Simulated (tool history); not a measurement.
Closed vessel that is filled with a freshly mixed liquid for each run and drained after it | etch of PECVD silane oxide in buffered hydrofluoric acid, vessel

run,hour,temperature setpoint of the liquid (C),parts of 40 % ammonium fluoride to one part of 49 % hydrofluoric acid (parts by volume),time in the liquid (s),thickness taken off the PECVD silane oxide on a monitor wafer (nm)
1,0.0,21.0,13.0,100,149.67
2,7.4,22.0,12.5,100,163.85
3,10.3,24.0,12.5,100,183.87
4,17.1,27.5,12.5,100,221.09
5,22.8,28.5,11.0,100,262.10
6,28.5,25.0,11.0,100,218.54
7,31.3,25.5,11.0,100,224.55

Run 8 comes next. What will it give?
8,35.7,26.0,11.0,100,?

Run 8 gave thickness taken off the PECVD silane oxide on a monitor wafer (nm) 228.74.

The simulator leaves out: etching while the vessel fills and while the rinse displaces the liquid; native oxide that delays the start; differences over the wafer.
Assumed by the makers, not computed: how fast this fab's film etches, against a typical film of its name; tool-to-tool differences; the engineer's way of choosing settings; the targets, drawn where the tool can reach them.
